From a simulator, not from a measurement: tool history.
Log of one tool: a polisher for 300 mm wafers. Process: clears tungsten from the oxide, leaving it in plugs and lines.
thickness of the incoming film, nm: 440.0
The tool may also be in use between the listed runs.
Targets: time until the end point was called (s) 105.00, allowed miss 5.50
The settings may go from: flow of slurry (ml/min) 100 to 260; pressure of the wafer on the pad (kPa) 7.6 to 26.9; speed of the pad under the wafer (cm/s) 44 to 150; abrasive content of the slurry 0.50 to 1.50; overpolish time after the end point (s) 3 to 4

| run | day | flow of slurry (ml/min) | pressure of the wafer on the pad (kPa) | speed of the pad under the wafer (cm/s) | abrasive content of the slurry | overpolish time after the end point (s) | time until the end point was called (s) |
|---|---|---|---|---|---|---|---|
| 1 | 0.000 | 165 | 17.2 | 96 | 1.00 | 4 | 153.02 |
| 2 | 0.250 | 165 | 17.2 | 74 | 1.00 | 4 | 199.85 |
| 3 | 0.550 | 165 | 17.2 | 74 | 0.80 | 4 | 202.92 |
| 4 | 0.925 | 165 | 13.8 | 74 | 0.80 | 4 | 251.95 |
| 5 | 0.971 | 165 | 13.8 | 74 | 0.65 | 4 | 266.43 |
| 6 | 1.238 | 165 | 13.8 | 74 | 0.85 | 4 | 247.92 |
| 7 | 1.504 | 165 | 17.2 | 78 | 0.85 | 4 | 193.26 |
| 8 | 1.867 | 165 | 20.0 | 80 | 0.85 | 4 | 163.52 |
| 9 | 2.229 | 165 | 22.1 | 82 | 0.85 | 4 | 143.11 |
| 10 | 2.454 | 165 | 23.4 | 84 | 0.85 | 4 | 134.53 |
| 11 | 2.812 | 165 | 24.1 | 86 | 0.85 | 4 | 127.96 |
| 12 | 3.000 | 165 | 24.1 | 86 | 0.85 | 4 | 127.46 |
| 13 | 3.062 | 165 | 24.1 | 86 | 0.85 | 4 | 127.36 |
| 14 | 3.429 | 165 | 24.8 | 88 | 0.85 | 4 | 119.24 |
| 15 | 3.779 | 165 | 25.5 | 88 | 0.85 | 4 | 117.00 |
| 16 | 3.912 | 165 | 26.2 | 90 | 0.85 | 4 | 114.16 |
| 17 | 4.000 | 165 | 26.2 | 92 | 0.85 | 4 | 113.81 |

Which of these 4 next moves meets every target?
| A | 4.088 | 220 | 26.9 | 86 | 1.25 | 4 | ? |
| B | 4.088 | 160 | 25.5 | 90 | 0.80 | 3 | ? |
| C | 4.088 | 175 | 26.9 | 80 | 0.80 | 3 | ? |
| D | 4.088 | 185 | 23.4 | 90 | 0.95 | 3 | ? |

| move | time until the end point was called (s) |
|---|---|
| A | 104.01 |
| B | 119.26 |
| C | 126.00 |
| D | 122.38 |
A: meets every target
B: further off than the last run
C: further off than the last run
D: further off than the last run
Answer: A
